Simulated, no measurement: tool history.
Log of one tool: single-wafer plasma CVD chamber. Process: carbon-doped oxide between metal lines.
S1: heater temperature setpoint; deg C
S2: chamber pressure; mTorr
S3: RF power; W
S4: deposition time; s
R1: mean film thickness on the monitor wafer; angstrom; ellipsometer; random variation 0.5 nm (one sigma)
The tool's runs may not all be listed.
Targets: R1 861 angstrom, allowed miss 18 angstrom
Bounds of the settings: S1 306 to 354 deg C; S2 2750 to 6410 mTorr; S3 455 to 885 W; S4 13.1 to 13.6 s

run 1 hour=0 | S1=330 S2=4580 S3=670 S4=13.1 | R1=904.83
run 2 hour=6.9 | S1=330 S2=4580 S3=755 S4=13.1 | R1=961.94
run 3 hour=12.7 | S1=334 S2=4310 S3=735 S4=13.1 | R1=929.6
run 4 hour=21.3 | S1=334 S2=4310 S3=735 S4=13.6 | R1=953.87
run 5 hour=23.7 | S1=334 S2=4310 S3=735 S4=13.1 | R1=933.26
run 6 hour=27.1 | S1=337 S2=4140 S3=715 S4=13.1 | R1=895.55
run 7 hour=28.8 | S1=339 S2=4060 S3=710 S4=13.1 | R1=891.82
run 8 hour=35.4 | S1=340 S2=3960 S3=705 S4=13.1 | R1=890.55

Which of these 4 next moves meets every target?
run A hour=42 | S1=333 S2=2750 S3=755 S4=13.1 | R1=?
run B hour=42 | S1=341 S2=3460 S3=640 S4=13.1 | R1=?
run C hour=42 | S1=339 S2=3270 S3=725 S4=13.6 | R1=?
run D hour=42 | S1=324 S2=3240 S3=620 S4=13.1 | R1=?

move=A R1=898.9
move=B R1=823.93
move=C R1=906.63
move=D R1=861.85
A: further off than the last run
B: takes the result that was furthest off past its target
C: further off than the last run
D: meets every target
Answer: D

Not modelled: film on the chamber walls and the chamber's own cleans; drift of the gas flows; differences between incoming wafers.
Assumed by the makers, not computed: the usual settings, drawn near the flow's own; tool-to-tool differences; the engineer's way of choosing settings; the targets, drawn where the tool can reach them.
